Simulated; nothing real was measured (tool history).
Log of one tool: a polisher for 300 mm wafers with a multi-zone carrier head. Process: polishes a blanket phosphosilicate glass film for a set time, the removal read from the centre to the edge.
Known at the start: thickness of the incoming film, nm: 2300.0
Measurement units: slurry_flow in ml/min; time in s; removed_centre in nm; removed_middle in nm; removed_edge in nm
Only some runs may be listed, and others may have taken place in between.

Run 1, hour 0.0: slurry_flow 295 ml/min, centre_zone 1.00, middle_zone 1.00, edge_zone 1.00, slurry_solids 1.00, time 64 s. Result: removed_centre 769.91 nm, removed_middle 768.82 nm, removed_edge 769.27 nm.
Run 2, hour 4.5: slurry_flow 295 ml/min, centre_zone 1.08, middle_zone 1.00, edge_zone 1.00, slurry_solids 1.00, time 64 s. Result: removed_centre 808.48 nm, removed_middle 761.07 nm, removed_edge 786.31 nm.
Run 3, hour 7.8: slurry_flow 290 ml/min, centre_zone 1.05, middle_zone 1.00, edge_zone 1.01, slurry_solids 0.95, time 64 s. Result: removed_centre 794.71 nm, removed_middle 723.48 nm, removed_edge 764.12 nm.
Run 4, hour 10.8: slurry_flow 290 ml/min, centre_zone 1.05, middle_zone 0.92, edge_zone 1.01, slurry_solids 0.95, time 64 s. Result: removed_centre 769.21 nm, removed_middle 674.61 nm, removed_edge 757.79 nm.
Run 5, hour 14.6: slurry_flow 290 ml/min, centre_zone 1.05, middle_zone 0.92, edge_zone 1.01, slurry_solids 0.95, time 50 s. Result: removed_centre 626.07 nm, removed_middle 525.17 nm, removed_edge 601.10 nm.
Run 6, hour 15.3: slurry_flow 290 ml/min, centre_zone 1.05, middle_zone 0.99, edge_zone 1.01, slurry_solids 0.95, time 50 s. Result: removed_centre 598.42 nm, removed_middle 577.00 nm, removed_edge 602.14 nm.
Run 7, hour 18.2: slurry_flow 260 ml/min, centre_zone 0.95, middle_zone 1.00, edge_zone 0.99, slurry_solids 0.90, time 50 s. Result: removed_centre 548.85 nm, removed_middle 551.92 nm, removed_edge 573.03 nm.

Run 8 is up next; what results do you expect?
Run 8, hour 19.3: slurry_flow 260 ml/min, centre_zone 0.94, middle_zone 1.00, edge_zone 1.00, slurry_solids 0.90, time 50 s. Result: removed_centre ?, removed_middle ?, removed_edge ?.

Run 8 measured removed_centre 539.85 nm, removed_middle 545.44 nm, removed_edge 575.15 nm.

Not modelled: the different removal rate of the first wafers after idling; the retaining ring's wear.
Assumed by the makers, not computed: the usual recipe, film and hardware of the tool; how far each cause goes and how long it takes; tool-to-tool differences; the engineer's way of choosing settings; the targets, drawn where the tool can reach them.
